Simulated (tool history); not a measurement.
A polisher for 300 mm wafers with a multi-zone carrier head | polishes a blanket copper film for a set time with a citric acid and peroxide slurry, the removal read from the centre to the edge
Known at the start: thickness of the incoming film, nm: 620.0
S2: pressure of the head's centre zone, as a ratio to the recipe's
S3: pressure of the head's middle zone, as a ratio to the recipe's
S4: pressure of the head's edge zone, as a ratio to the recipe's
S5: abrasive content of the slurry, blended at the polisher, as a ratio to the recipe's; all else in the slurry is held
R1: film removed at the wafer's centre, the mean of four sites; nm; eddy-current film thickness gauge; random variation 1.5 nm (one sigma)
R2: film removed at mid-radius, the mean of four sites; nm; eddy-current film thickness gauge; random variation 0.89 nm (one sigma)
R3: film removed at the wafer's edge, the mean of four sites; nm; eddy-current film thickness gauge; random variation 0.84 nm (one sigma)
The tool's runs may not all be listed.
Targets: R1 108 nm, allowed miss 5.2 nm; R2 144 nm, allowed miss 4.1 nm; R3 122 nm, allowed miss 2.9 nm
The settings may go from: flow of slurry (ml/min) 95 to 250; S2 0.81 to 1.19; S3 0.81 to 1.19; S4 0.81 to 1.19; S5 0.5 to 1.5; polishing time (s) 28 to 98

Run 1, hour 0: flow of slurry (ml/min) 160, S2 1, S3 1, S4 1, S5 1, polishing time (s) 63. Result: R1 136.53 nm, R2 133.21 nm, R3 127.09 nm.
Run 2, hour 6.9: flow of slurry (ml/min) 155, S2 0.94, S3 1.04, S4 0.99, S5 1, polishing time (s) 63. Result: R1 126.41 nm, R2 138.1 nm, R3 126.37 nm.
Run 3, hour 10: flow of slurry (ml/min) 155, S2 0.94, S3 1.04, S4 0.92, S5 1, polishing time (s) 63. Result: R1 133.01 nm, R2 137.47 nm, R3 121.63 nm.
Run 4, hour 12.5: flow of slurry (ml/min) 150, S2 0.9, S3 1.07, S4 0.94, S5 1, polishing time (s) 63. Result: R1 127.92 nm, R2 138.64 nm, R3 122.98 nm.
Run 5, hour 19: flow of slurry (ml/min) 155, S2 0.87, S3 1.11, S4 0.97, S5 0.9, polishing time (s) 63. Result: R1 118.8 nm, R2 140.39 nm, R3 119.26 nm.
Run 6, hour 24.2: flow of slurry (ml/min) 170, S2 0.87, S3 1.11, S4 0.97, S5 0.9, polishing time (s) 63. Result: R1 118.55 nm, R2 141.46 nm, R3 121.36 nm.
Run 7, hour 32.5: flow of slurry (ml/min) 175, S2 0.85, S3 1.12, S4 0.99, S5 0.9, polishing time (s) 63. Result: R1 117.24 nm, R2 144.79 nm, R3 123.78 nm.
Run 8, hour 34.9: flow of slurry (ml/min) 175, S2 0.84, S3 1.13, S4 1, S5 0.9, polishing time (s) 63. Result: R1 115.56 nm, R2 145.24 nm, R3 124.74 nm.
Run 9, hour 38.9: flow of slurry (ml/min) 170, S2 0.83, S3 1.14, S4 1.01, S5 0.9, polishing time (s) 63. Result: R1 114.07 nm, R2 145.52 nm, R3 125.98 nm.
At hour 44.4: centre zone pressure recalibrated.
Run 10, hour 44.4: flow of slurry (ml/min) 150, S2 0.81, S3 1.17, S4 0.98, S5 0.85, polishing time (s) 63. Result: R1 99.163 nm, R2 142.95 nm, R3 118.71 nm.

Which of these 5 next moves meets every target?
Run A, hour 49.9: flow of slurry (ml/min) 130, S2 0.93, S3 1.17, S4 0.87, S5 0.65, polishing time (s) 71. Result: R1 ?, R2 ?, R3 ?.
Run B, hour 49.9: flow of slurry (ml/min) 155, S2 0.83, S3 1.08, S4 0.91, S5 1.05, polishing time (s) 63. Result: R1 ?, R2 ?, R3 ?.
Run C, hour 49.9: flow of slurry (ml/min) 155, S2 0.81, S3 1.15, S4 0.92, S5 0.75, polishing time (s) 67. Result: R1 ?, R2 ?, R3 ?.
Run D, hour 49.9: flow of slurry (ml/min) 170, S2 0.92, S3 1.19, S4 0.89, S5 0.85, polishing time (s) 62. Result: R1 ?, R2 ?, R3 ?.
Run E, hour 49.9: flow of slurry (ml/min) 155, S2 0.94, S3 1.11, S4 0.97, S5 1, polishing time (s) 62. Result: R1 ?, R2 ?, R3 ?.

move      R1      R2      R3
   A  110.89  141.86  111.82
   B  108.43  144.82  123.35
   C  100.49     145   117.6
   D  112.76  146.87  113.41
   E  119.13   143.5   123.1
A: brings the result that was furthest off to its target, and leaves another outside
B: meets every target
C: nearer than the last run, and not there yet
D: brings the result that was furthest off to its target, and leaves another outside
E: takes the result that was furthest off past its target
Move B is the one to make.
